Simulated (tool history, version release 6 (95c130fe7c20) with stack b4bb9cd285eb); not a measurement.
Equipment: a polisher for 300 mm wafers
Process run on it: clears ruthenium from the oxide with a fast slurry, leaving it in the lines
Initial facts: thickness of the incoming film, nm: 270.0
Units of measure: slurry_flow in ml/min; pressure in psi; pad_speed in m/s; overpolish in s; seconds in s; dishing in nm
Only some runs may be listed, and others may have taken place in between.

run 1 hour=0 | slurry_flow=145 pressure=1.8 pad_speed=1.28 slurry_solids=1 overpolish=9 | seconds=73.29 dishing=30.005
run 2 hour=4 | slurry_flow=145 pressure=1.8 pad_speed=1.52 slurry_solids=1 overpolish=9 | seconds=63.214 dishing=33.239
run 3 hour=8.8 | slurry_flow=140 pressure=1.5 pad_speed=1.5 slurry_solids=1 overpolish=10 | seconds=77.209 dishing=30.496
run 4 hour=10.3 | slurry_flow=135 pressure=1.3 pad_speed=1.5 slurry_solids=1 overpolish=10 | seconds=90.282 dishing=26.196
run 5 hour=14.6 | slurry_flow=125 pressure=1.2 pad_speed=1.5 slurry_solids=1 overpolish=10 | seconds=99.887 dishing=23.625
run 6 hour=22.3 | slurry_flow=115 pressure=1.2 pad_speed=1.5 slurry_solids=1 overpolish=10 | seconds=99.796 dishing=23.285
run 7 hour=28.7 | slurry_flow=110 pressure=1.2 pad_speed=1.5 slurry_solids=1 overpolish=11 | seconds=102.48 dishing=25.918

Forecast run 8:
run 8 hour=32.5 | slurry_flow=105 pressure=1.2 pad_speed=1.5 slurry_solids=1 overpolish=11 | seconds=? dishing=?

seconds: 102.17 s
dishing: 25.321 nm
